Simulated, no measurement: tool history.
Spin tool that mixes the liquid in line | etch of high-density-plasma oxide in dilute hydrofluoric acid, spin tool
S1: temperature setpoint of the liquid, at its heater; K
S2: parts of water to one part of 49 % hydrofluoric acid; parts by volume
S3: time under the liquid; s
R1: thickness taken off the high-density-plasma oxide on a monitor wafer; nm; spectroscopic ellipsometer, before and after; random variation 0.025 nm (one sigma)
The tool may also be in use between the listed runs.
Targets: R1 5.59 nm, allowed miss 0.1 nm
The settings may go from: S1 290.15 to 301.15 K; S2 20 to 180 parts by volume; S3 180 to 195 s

run  hour      S1   S2   S3      R1
  1     0  293.15  100  180  8.3318
  2   0.9  290.65  100  180  7.4763
  3   8.2  290.65   75  180  10.259
  4  15.6  290.65   80  180  9.5653
     23.3  -- hydrofluoric acid flow meter replaced
  5  23.3  290.65   80  195  9.6867
  6  26.9  290.65   85  195  9.0925
  7  35.1  290.65   90  195  8.4806
  8  38.3  290.65   95  195  8.0378
  9  41.6  290.65  100  195   7.646

Which of these 5 next moves meets every target?
  A  44.9  290.15  105  185   ?
  B  44.9  292.15   80  195   ?
  C  44.9  290.15  120  180   ?
  D  44.9  290.15  115  185   ?
  E  44.9  292.15  110  185   ?

move      R1
   A  6.7025
   B   10.36
   C  5.6195
   D  6.0573
   E  6.9167
A: nearer than the last run, and not there yet
B: further off than the last run
C: meets every target
D: nearer than the last run, and not there yet
E: nearer than the last run, and not there yet
Move C is the one to make.

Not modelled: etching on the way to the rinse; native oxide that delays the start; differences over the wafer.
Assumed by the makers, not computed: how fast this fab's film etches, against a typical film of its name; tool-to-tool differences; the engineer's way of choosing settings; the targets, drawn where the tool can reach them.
